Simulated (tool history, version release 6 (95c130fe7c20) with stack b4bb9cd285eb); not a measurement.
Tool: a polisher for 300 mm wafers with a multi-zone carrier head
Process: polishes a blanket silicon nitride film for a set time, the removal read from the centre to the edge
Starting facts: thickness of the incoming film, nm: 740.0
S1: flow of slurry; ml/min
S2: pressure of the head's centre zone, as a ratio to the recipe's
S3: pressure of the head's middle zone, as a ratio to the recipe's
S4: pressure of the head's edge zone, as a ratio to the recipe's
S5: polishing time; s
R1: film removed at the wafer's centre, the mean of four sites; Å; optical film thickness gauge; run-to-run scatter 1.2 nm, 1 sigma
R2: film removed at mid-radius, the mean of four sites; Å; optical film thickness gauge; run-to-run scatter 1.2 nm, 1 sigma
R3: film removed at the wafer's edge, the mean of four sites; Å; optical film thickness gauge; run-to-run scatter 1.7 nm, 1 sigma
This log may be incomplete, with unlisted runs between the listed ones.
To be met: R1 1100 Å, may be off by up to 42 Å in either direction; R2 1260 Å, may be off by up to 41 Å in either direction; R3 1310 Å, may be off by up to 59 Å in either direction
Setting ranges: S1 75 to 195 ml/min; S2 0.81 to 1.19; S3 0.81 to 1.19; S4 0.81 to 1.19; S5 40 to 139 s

Run 1, hour 0: S1 125 ml/min, S2 1, S3 1, S4 1, S5 89 s. Result: R1 2053.9 Å, R2 2099.9 Å, R3 2071.7 Å.
Run 2, hour 1.5: S1 125 ml/min, S2 1, S3 1, S4 1, S5 81 s. Result: R1 1875.5 Å, R2 1867.7 Å, R3 1892.1 Å.
Run 3, hour 3.1: S1 115 ml/min, S2 0.97, S3 1, S4 0.98, S5 76 s. Result: R1 1664.4 Å, R2 1723.8 Å, R3 1754 Å.
Run 4, hour 7.5: S1 110 ml/min, S2 0.95, S3 1, S4 0.96, S5 72 s. Result: R1 1545.2 Å, R2 1623.8 Å, R3 1615.1 Å.
Run 5, hour 10.2: S1 105 ml/min, S2 0.92, S3 0.99, S4 0.95, S5 70 s. Result: R1 1450.5 Å, R2 1567.9 Å, R3 1519.4 Å.
Run 6, hour 11.3: S1 105 ml/min, S2 0.84, S3 0.99, S4 0.95, S5 70 s. Result: R1 1305.2 Å, R2 1575.3 Å, R3 1540.1 Å.
Run 7, hour 12.8: S1 100 ml/min, S2 0.84, S3 0.97, S4 0.95, S5 68 s. Result: R1 1298.2 Å, R2 1466 Å, R3 1466 Å.
Run 8, hour 18.2: S1 95 ml/min, S2 0.83, S3 0.97, S4 0.96, S5 66 s. Result: R1 1196.7 Å, R2 1411.2 Å, R3 1429.4 Å.
Run 9, hour 22.8: S1 90 ml/min, S2 0.83, S3 0.96, S4 0.96, S5 65 s. Result: R1 1172 Å, R2 1347.4 Å, R3 1379.8 Å.
Run 10, hour 24.1: S1 85 ml/min, S2 0.83, S3 0.96, S4 0.96, S5 65 s. Result: R1 1127.8 Å, R2 1345.5 Å, R3 1389 Å.
Run 11, hour 28.2: S1 80 ml/min, S2 0.84, S3 0.92, S4 0.9, S5 62 s. Result: R1 1061 Å, R2 1202.1 Å, R3 1259.1 Å.

Consider the 5 candidate settings below. Which is the only one whose results all fall within their allowed miss of target?
Run A, hour 32.3: S1 75 ml/min, S2 0.82, S3 0.92, S4 0.87, S5 67 s. Result: R1 ?, R2 ?, R3 ?.
Run B, hour 32.3: S1 105 ml/min, S2 0.85, S3 0.89, S4 1.02, S5 57 s. Result: R1 ?, R2 ?, R3 ?.
Run C, hour 32.3: S1 85 ml/min, S2 0.91, S3 0.92, S4 0.89, S5 58 s. Result: R1 ?, R2 ?, R3 ?.
Run D, hour 32.3: S1 130 ml/min, S2 0.85, S3 0.89, S4 0.87, S5 53 s. Result: R1 ?, R2 ?, R3 ?.
Run E, hour 32.3: S1 100 ml/min, S2 0.89, S3 0.91, S4 0.91, S5 56 s. Result: R1 ?, R2 ?, R3 ?.

move      R1      R2      R3
   A  1107.8  1291.2  1324.2
   B  1099.6  1190.7  1301.5
   C  1104.3  1166.6  1190.9
   D  1084.7  1165.9  1163.9
   E  1107.2  1173.5  1200.1
A: all results in spec
B: its largest miss is bigger than the last run's
C: its largest miss is bigger than the last run's
D: its largest miss is bigger than the last run's
E: its largest miss is bigger than the last run's
The right move is A.
